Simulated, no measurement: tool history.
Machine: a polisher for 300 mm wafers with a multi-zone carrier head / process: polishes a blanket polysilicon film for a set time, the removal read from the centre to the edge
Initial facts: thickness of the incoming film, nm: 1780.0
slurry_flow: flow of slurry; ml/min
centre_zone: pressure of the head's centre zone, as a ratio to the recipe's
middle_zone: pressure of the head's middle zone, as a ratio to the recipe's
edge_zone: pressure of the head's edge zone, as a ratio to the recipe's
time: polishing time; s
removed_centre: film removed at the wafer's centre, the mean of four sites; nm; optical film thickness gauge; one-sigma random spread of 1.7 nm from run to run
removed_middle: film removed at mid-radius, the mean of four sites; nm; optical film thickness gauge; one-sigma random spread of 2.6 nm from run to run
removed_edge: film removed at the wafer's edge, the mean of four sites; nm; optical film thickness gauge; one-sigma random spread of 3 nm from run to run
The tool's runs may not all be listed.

{"run": 1, "day": 0.0, "slurry_flow": 140, "centre_zone": 1, "middle_zone": 1, "edge_zone": 1, "time": 37, "removed_centre": 268.35, "removed_middle": 265.02, "removed_edge": 271.22}
{"run": 2, "day": 0.192, "slurry_flow": 140, "centre_zone": 0.93, "middle_zone": 1, "edge_zone": 1, "time": 37, "removed_centre": 255.52, "removed_middle": 266.45, "removed_edge": 290.1}
{"run": 3, "day": 0.538, "slurry_flow": 140, "centre_zone": 0.93, "middle_zone": 1, "edge_zone": 1, "time": 29, "removed_centre": 200.1, "removed_middle": 208.4, "removed_edge": 214.63}
{"run": 4, "day": 0.854, "slurry_flow": 140, "centre_zone": 0.93, "middle_zone": 1, "edge_zone": 1.04, "time": 29, "removed_centre": 197.07, "removed_middle": 206.22, "removed_edge": 223.87}
{"run": 5, "day": 0.988, "slurry_flow": 105, "centre_zone": 0.93, "middle_zone": 1, "edge_zone": 1.04, "time": 29, "removed_centre": 184, "removed_middle": 188.69, "removed_edge": 213.26}
{"run": 6, "day": 1.262, "slurry_flow": 115, "centre_zone": 0.95, "middle_zone": 0.98, "edge_zone": 1.04, "time": 29, "removed_centre": 191.96, "removed_middle": 197.01, "removed_edge": 217.61}
{"run": 7, "day": 1.538, "slurry_flow": 115, "centre_zone": 0.99, "middle_zone": 0.94, "edge_zone": 1.04, "time": 28, "removed_centre": 189.84, "removed_middle": 183.41, "removed_edge": 211.96}
{"run": 8, "day": 1.879, "slurry_flow": 120, "centre_zone": 1.01, "middle_zone": 0.93, "edge_zone": 1.03, "time": 28, "removed_centre": 195.73, "removed_middle": 183.57, "removed_edge": 207.07}

What does the tool deliver on the next run?
{"run": 9, "day": 2.146, "slurry_flow": 125, "centre_zone": 1.02, "middle_zone": 0.92, "edge_zone": 1.03, "time": 28, "removed_centre": "?", "removed_middle": "?", "removed_edge": "?"}

Run 9 produced removed_centre 200.62 nm, removed_middle 178.57 nm, removed_edge 212.98 nm.
